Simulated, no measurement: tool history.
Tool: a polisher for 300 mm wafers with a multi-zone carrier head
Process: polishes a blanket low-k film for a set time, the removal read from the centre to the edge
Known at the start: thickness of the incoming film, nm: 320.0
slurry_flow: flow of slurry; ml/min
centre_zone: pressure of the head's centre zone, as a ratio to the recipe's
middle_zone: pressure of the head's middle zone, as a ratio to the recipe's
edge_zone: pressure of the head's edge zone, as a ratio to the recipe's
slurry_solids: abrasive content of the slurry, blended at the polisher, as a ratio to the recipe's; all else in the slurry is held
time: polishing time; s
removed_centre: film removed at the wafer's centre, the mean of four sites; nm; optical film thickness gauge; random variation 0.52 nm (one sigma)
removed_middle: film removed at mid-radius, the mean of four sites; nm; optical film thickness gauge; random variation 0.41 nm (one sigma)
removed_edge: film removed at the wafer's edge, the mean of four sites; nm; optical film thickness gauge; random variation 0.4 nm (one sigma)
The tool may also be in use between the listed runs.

{"run": 1, "hour": 0.0, "slurry_flow": 285, "centre_zone": 1.0, "middle_zone": 1.0, "edge_zone": 1.0, "slurry_solids": 1.0, "time": 77, "removed_centre": 48.191, "removed_middle": 47.765, "removed_edge": 48.568}
{"run": 2, "hour": 1.4, "slurry_flow": 285, "centre_zone": 0.93, "middle_zone": 1.0, "edge_zone": 1.0, "slurry_solids": 1.0, "time": 77, "removed_centre": 44.231, "removed_middle": 48.182, "removed_edge": 49.89}
{"run": 3, "hour": 9.1, "slurry_flow": 240, "centre_zone": 0.93, "middle_zone": 1.0, "edge_zone": 1.0, "slurry_solids": 1.0, "time": 77, "removed_centre": 43.523, "removed_middle": 46.898, "removed_edge": 49.938}
{"run": 4, "hour": 12.5, "slurry_flow": 240, "centre_zone": 0.9, "middle_zone": 1.0, "edge_zone": 1.0, "slurry_solids": 1.0, "time": 77, "removed_centre": 42.299, "removed_middle": 48.413, "removed_edge": 48.902}
{"run": 5, "hour": 15.6, "slurry_flow": 245, "centre_zone": 0.94, "middle_zone": 1.0, "edge_zone": 0.97, "slurry_solids": 0.9, "time": 76, "removed_centre": 40.925, "removed_middle": 43.721, "removed_edge": 43.947}
{"run": 6, "hour": 22.3, "slurry_flow": 245, "centre_zone": 0.94, "middle_zone": 1.0, "edge_zone": 0.97, "slurry_solids": 0.9, "time": 68, "removed_centre": 36.764, "removed_middle": 39.551, "removed_edge": 40.194}
{"run": 7, "hour": 26.3, "slurry_flow": 245, "centre_zone": 0.96, "middle_zone": 0.99, "edge_zone": 0.95, "slurry_solids": 0.9, "time": 68, "removed_centre": 38.147, "removed_middle": 39.47, "removed_edge": 39.764}
{"run": 8, "hour": 31.7, "slurry_flow": 250, "centre_zone": 1.06, "middle_zone": 0.91, "edge_zone": 0.85, "slurry_solids": 0.65, "time": 67, "removed_centre": 32.18, "removed_middle": 28.562, "removed_edge": 30.242}
{"run": 9, "hour": 32.5, "slurry_flow": 255, "centre_zone": 1.08, "middle_zone": 0.93, "edge_zone": 0.87, "slurry_solids": 0.65, "time": 67, "removed_centre": 32.931, "removed_middle": 28.888, "removed_edge": 30.347}
{"run": 10, "hour": 39.0, "slurry_flow": 260, "centre_zone": 1.09, "middle_zone": 0.95, "edge_zone": 0.88, "slurry_solids": 0.65, "time": 67, "removed_centre": 33.429, "removed_middle": 29.868, "removed_edge": 30.447}
{"run": 11, "hour": 40.6, "slurry_flow": 265, "centre_zone": 1.1, "middle_zone": 0.96, "edge_zone": 0.9, "slurry_solids": 0.65, "time": 67, "removed_centre": 33.348, "removed_middle": 30.319, "removed_edge": 30.153}

Run 12 comes next. What will it give?
{"run": 12, "hour": 42.8, "slurry_flow": 265, "centre_zone": 1.11, "middle_zone": 0.96, "edge_zone": 0.9, "slurry_solids": 0.7, "time": 67, "removed_centre": "?", "removed_middle": "?", "removed_edge": "?"}

{"run 12": {"removed_centre": 36.364, "removed_middle": 31.793, "removed_edge": 32.462}}
